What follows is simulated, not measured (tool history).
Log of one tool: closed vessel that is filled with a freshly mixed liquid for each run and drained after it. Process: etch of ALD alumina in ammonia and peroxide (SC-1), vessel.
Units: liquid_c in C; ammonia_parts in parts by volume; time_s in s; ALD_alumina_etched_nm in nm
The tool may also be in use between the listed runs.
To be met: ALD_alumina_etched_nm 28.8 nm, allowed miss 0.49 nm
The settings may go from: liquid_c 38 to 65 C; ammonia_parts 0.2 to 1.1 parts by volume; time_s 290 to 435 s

run 1 hour=0 | liquid_c=49 ammonia_parts=0.6 time_s=435 | ALD_alumina_etched_nm=22.17
run 2 hour=2.6 | liquid_c=50 ammonia_parts=0.6 time_s=435 | ALD_alumina_etched_nm=23.551
run 3 hour=12.2 | liquid_c=51 ammonia_parts=0.6 time_s=435 | ALD_alumina_etched_nm=24.506
run 4 hour=20.3 | liquid_c=51.5 ammonia_parts=0.6 time_s=435 | ALD_alumina_etched_nm=25.658
run 5 hour=24.4 | liquid_c=47.5 ammonia_parts=0.6 time_s=435 | ALD_alumina_etched_nm=20.449
run 6 hour=29 | liquid_c=49 ammonia_parts=0.6 time_s=435 | ALD_alumina_etched_nm=22.219
run 7 hour=37.2 | liquid_c=50 ammonia_parts=0.6 time_s=435 | ALD_alumina_etched_nm=23.483
run 8 hour=40.9 | liquid_c=51 ammonia_parts=0.6 time_s=435 | ALD_alumina_etched_nm=24.947
run 9 hour=50.6 | liquid_c=51.5 ammonia_parts=0.6 time_s=435 | ALD_alumina_etched_nm=25.235
run 10 hour=56.1 | liquid_c=54.5 ammonia_parts=0.6 time_s=435 | ALD_alumina_etched_nm=29.902

5 next moves are on the table. One of them brings every result within its allowed miss. Which?
run A hour=61.6 | liquid_c=55 ammonia_parts=0.55 time_s=435 | ALD_alumina_etched_nm=?
run B hour=61.6 | liquid_c=54.5 ammonia_parts=0.7 time_s=410 | ALD_alumina_etched_nm=?
run C hour=61.6 | liquid_c=53 ammonia_parts=0.65 time_s=435 | ALD_alumina_etched_nm=?
run D hour=61.6 | liquid_c=55.5 ammonia_parts=0.4 time_s=425 | ALD_alumina_etched_nm=?
run E hour=61.6 | liquid_c=55 ammonia_parts=0.55 time_s=430 | ALD_alumina_etched_nm=?

move=A ALD_alumina_etched_nm=30.54
move=B ALD_alumina_etched_nm=28.678
move=C ALD_alumina_etched_nm=27.88
move=D ALD_alumina_etched_nm=29.728
move=E ALD_alumina_etched_nm=30.189
A: further off than the last run
B: meets every target
C: takes the result that was furthest off past its target
D: nearer than the last run, and not there yet
E: further off than the last run
The right move is B.

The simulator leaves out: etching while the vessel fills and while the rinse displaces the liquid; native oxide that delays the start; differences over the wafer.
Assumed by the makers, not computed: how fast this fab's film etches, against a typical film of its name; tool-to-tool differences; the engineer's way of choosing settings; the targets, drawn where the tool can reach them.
